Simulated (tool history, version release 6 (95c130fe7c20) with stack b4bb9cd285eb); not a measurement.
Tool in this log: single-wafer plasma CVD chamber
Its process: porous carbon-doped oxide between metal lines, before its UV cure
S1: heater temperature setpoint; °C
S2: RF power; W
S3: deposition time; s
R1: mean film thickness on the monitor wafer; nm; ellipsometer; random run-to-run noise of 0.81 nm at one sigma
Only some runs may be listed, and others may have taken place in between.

{"run": 1, "hour": 0.0, "S1": 280, "S2": 465, "S3": 23.1, "R1": 140.63}
{"run": 2, "hour": 0.9, "S1": 284, "S2": 465, "S3": 23.1, "R1": 137.39}
{"run": 3, "hour": 5.6, "S1": 277, "S2": 465, "S3": 23.1, "R1": 145}
{"run": 4, "hour": 13.7, "S1": 277, "S2": 400, "S3": 23.1, "R1": 128.37}
{"run": 5, "hour": 20.1, "S1": 273, "S2": 430, "S3": 23.1, "R1": 140.24}
{"run": 6, "hour": 21.6, "S1": 273, "S2": 430, "S3": 22, "R1": 133.9}

What does the tool deliver on the next run?
{"run": 7, "hour": 23.4, "S1": 270, "S2": 460, "S3": 22.2, "R1": "?"}

Run 7 gave R1 145.75 nm.
